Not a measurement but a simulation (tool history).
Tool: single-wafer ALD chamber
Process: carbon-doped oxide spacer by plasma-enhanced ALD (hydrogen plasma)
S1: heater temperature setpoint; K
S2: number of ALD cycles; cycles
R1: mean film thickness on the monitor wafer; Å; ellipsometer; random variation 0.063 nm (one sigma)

{"run": 1, "hour": 0.0, "S1": 673.15, "S2": 210, "R1": 103.46}
{"run": 2, "hour": 2.9, "S1": 673.15, "S2": 194, "R1": 94.934}
{"run": 3, "hour": 4.6, "S1": 668.15, "S2": 194, "R1": 95.686}
{"run": 4, "hour": 6.9, "S1": 668.15, "S2": 207, "R1": 101.55}
{"hour": 13.4, "done": "thermocouple changed; heater temperature recalibrated"}
{"run": 5, "hour": 13.4, "S1": 668.15, "S2": 189, "R1": 92.574}
{"run": 6, "hour": 17.9, "S1": 668.15, "S2": 204, "R1": 100.59}

Run 7 comes next. What will it give?
{"run": 7, "hour": 19.8, "S1": 668.15, "S2": 215, "R1": "?"}

Run 7 gave R1 104.93 Å.
